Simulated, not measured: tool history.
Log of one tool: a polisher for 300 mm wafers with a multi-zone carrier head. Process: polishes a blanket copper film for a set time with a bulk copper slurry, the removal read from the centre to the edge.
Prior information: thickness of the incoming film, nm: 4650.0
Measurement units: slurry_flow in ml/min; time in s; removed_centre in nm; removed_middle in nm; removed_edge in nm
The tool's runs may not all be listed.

run  hour  slurry_flow  centre_zone  middle_zone  edge_zone  slurry_solids  time  removed_centre  removed_middle  removed_edge
  1   0.0          215         1.00         1.00       1.00           1.00    46          250.52          244.40        250.28
  2   2.2          215         1.00         1.00       1.00           1.15    46          258.80          250.49        261.85
  3   7.3          215         1.00         1.00       1.00           1.15    42          239.44          237.81        239.41
  4  11.4          215         0.96         1.00       1.00           1.15    42          227.88          231.13        240.69
  5  17.6          210         0.95         1.00       0.98           1.10    41          218.40          229.75        226.67
  6  18.8          210         0.95         1.00       0.92           1.10    41          218.89          222.70        220.80
  7  26.5          205         0.94         1.00       0.91           1.05    40          210.01          216.51        212.76

What will run 8 give?
  8  28.4          200         0.93         1.00       0.90           1.00    39               ?               ?             ?

removed_centre: 195.06 nm
removed_middle: 208.78 nm
removed_edge: 202.07 nm
